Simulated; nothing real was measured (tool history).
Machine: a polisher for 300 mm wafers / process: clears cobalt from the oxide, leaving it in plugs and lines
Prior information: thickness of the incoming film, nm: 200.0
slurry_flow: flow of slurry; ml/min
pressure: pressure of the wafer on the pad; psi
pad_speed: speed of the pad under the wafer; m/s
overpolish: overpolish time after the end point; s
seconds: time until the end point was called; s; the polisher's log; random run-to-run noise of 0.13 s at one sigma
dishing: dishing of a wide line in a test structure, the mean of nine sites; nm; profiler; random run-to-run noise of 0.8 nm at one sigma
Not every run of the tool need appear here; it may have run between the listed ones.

| run | day | slurry_flow | pressure | pad_speed | overpolish | seconds | dishing |
|---|---|---|---|---|---|---|---|
| 1 | 0 | 130 | 2.4 | 1.22 | 19 | 23.473 | 48.873 |
| 2 | 0.312 | 130 | 2.1 | 1.22 | 19 | 26.428 | 47.055 |
| 3 | 0.521 | 130 | 2.1 | 1.22 | 26 | 26.577 | 49.97 |
| 4 | 0.579 | 130 | 2.1 | 1.22 | 29 | 26.923 | 48.867 |
| 5 | 0.608 | 130 | 1.8 | 1.22 | 29 | 29.922 | 51.47 |
| 6 | 0.954 | 130 | 1.8 | 1.4 | 29 | 26.646 | 50.778 |
| 7 | 1.008 | 130 | 2 | 1.4 | 27 | 23.903 | 50.209 |
| 8 | 1.171 | 130 | 2.1 | 1.4 | 25 | 23.147 | 49.904 |
| 9 | 1.421 | 130 | 2.2 | 1.4 | 23 | 22.623 | 50.663 |
| 10 | 1.654 | 140 | 2.3 | 1.38 | 21 | 21.653 | 48.759 |
| 11 | 1.862 | 145 | 2.4 | 1.38 | 19 | 20.751 | 50.131 |
| 12 | 2.067 | 135 | 2.5 | 1.38 | 17 | 20.206 | 49.136 |
| 13 | 2.25 | 135 | 2.6 | 1.38 | 16 | 19.581 | 46.808 |
| 14 | 2.433 | 135 | 2.6 | 1.38 | 16 | 19.477 | 48.119 |
| 15 | 2.596 | 130 | 2.7 | 1.38 | 15 | 18.884 | 46.585 |

The next listed run, before its measurement:
| 16 | 2.7 | 130 | 2.8 | 1.38 | 15 | ? | ? |

seconds: 18.177 s
dishing: 49.508 nm

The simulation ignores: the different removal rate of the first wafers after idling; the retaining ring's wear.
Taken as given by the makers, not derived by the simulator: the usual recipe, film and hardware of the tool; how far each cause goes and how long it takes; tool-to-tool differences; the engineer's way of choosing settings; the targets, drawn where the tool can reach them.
